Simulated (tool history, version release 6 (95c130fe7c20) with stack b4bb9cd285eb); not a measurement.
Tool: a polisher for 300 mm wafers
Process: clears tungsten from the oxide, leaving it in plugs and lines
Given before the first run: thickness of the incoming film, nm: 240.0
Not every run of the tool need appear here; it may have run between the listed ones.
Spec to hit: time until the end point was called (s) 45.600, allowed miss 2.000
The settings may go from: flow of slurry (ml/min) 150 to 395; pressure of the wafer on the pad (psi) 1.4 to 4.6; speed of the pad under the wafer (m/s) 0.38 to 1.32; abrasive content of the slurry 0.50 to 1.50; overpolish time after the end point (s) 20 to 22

| run | hour | flow of slurry (ml/min) | pressure of the wafer on the pad (psi) | speed of the pad under the wafer (m/s) | abrasive content of the slurry | overpolish time after the end point (s) | time until the end point was called (s) |
|---|---|---|---|---|---|---|---|
| 1 | 0.0 | 250 | 3.0 | 0.84 | 1.00 | 20 | 73.463 |
| 2 | 5.1 | 250 | 3.3 | 0.84 | 1.00 | 20 | 67.563 |
| 3 | 7.5 | 250 | 3.3 | 1.00 | 1.00 | 20 | 56.468 |
| 4 | 11.0 | 250 | 2.9 | 1.00 | 1.00 | 20 | 65.327 |
| 5 | 18.4 | 250 | 3.0 | 1.00 | 1.00 | 20 | 62.544 |
| 6 | 25.9 | 190 | 3.0 | 1.00 | 1.00 | 20 | 63.801 |
| 7 | 26.6 | 190 | 3.1 | 1.00 | 1.00 | 20 | 61.791 |
| 8 | 30.5 | 190 | 3.2 | 1.00 | 1.00 | 20 | 59.487 |
| 9 | 34.2 | 190 | 3.3 | 1.00 | 1.00 | 20 | 59.542 |
| 10 | 41.8 | 190 | 3.4 | 1.00 | 1.00 | 20 | 57.129 |
| 11 | 45.6 | 190 | 3.5 | 1.00 | 1.00 | 20 | 55.592 |

Which single option among these 4 for the next run brings every result within its allowed miss of target? Just one does.
| A | 49.4 | 160 | 3.6 | 1.18 | 1.10 | 21 | ? |
| B | 49.4 | 160 | 2.9 | 1.32 | 1.05 | 20 | ? |
| C | 49.4 | 230 | 4.2 | 1.12 | 1.00 | 22 | ? |
| D | 49.4 | 185 | 3.7 | 1.02 | 0.95 | 20 | ? |

| move | time until the end point was called (s) |
|---|---|
| A | 46.418 |
| B | 51.783 |
| C | 40.836 |
| D | 52.502 |
A: in spec on every target
B: nearer the targets than the last run, but a result is still out of spec
C: carries the result that was furthest off beyond its target, to the other side
D: nearer the targets than the last run, but a result is still out of spec
Go with A: it meets all targets.
